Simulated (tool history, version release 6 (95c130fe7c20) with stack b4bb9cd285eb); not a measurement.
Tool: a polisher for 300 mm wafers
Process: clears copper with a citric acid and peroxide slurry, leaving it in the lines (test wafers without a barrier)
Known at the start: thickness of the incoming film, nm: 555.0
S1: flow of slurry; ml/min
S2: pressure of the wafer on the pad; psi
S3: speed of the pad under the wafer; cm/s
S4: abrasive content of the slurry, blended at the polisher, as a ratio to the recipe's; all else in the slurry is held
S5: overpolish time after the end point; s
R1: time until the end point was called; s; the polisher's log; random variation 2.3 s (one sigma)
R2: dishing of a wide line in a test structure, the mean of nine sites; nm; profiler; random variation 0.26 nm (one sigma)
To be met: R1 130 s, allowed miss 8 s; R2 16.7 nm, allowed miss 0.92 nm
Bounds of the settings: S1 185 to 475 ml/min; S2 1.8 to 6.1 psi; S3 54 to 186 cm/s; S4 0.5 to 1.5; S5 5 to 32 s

run 1 hour=0 | S1=305 S2=3.9 S3=118 S4=1 S5=16 | R1=151.79 R2=41.291
run 2 hour=7.8 | S1=235 S2=3.9 S3=118 S4=1 S5=16 | R1=153.23 R2=39.389
run 3 hour=15 | S1=225 S2=3.6 S3=124 S4=1 S5=14 | R1=154.69 R2=35.063
run 4 hour=23.9 | S1=215 S2=3.3 S3=130 S4=1 S5=12 | R1=160.7 R2=29.579
run 5 hour=26 | S1=210 S2=3 S3=142 S4=0.95 S5=11 | R1=166.72 R2=27.321
run 6 hour=27.4 | S1=205 S2=2.7 S3=148 S4=1.05 S5=10 | R1=170.98 R2=23.269
run 7 hour=28.7 | S1=205 S2=2.7 S3=148 S4=1.05 S5=10 | R1=176.25 R2=23.8
run 8 hour=33.2 | S1=200 S2=2.6 S3=156 S4=1.15 S5=9 | R1=165.26 R2=21.648
run 9 hour=38.9 | S1=195 S2=2.6 S3=162 S4=1.2 S5=8 | R1=160.08 R2=20.5
run 10 hour=44.1 | S1=195 S2=2.6 S3=168 S4=1.25 S5=7 | R1=156.23 R2=18.289
run 11 hour=48.8 | S1=195 S2=2.7 S3=170 S4=1.3 S5=7 | R1=147.9 R2=19.612

Which of these 4 next moves meets every target?
run A hour=53.5 | S1=235 S2=3.3 S3=186 S4=1.35 S5=5 | R1=? R2=?
run B hour=53.5 | S1=190 S2=3.2 S3=186 S4=1.3 S5=5 | R1=? R2=?
run C hour=53.5 | S1=260 S2=3.4 S3=178 S4=1.35 S5=5 | R1=? R2=?
run D hour=53.5 | S1=210 S2=2.8 S3=186 S4=1.35 S5=5 | R1=? R2=?

move=A R1=113.87 R2=19.046
move=B R1=119.41 R2=18.218
move=C R1=114.81 R2=18.916
move=D R1=134.38 R2=16.285
A: nearer than the last run, and not there yet
B: nearer than the last run, and not there yet
C: nearer than the last run, and not there yet
D: meets every target
Answer: D
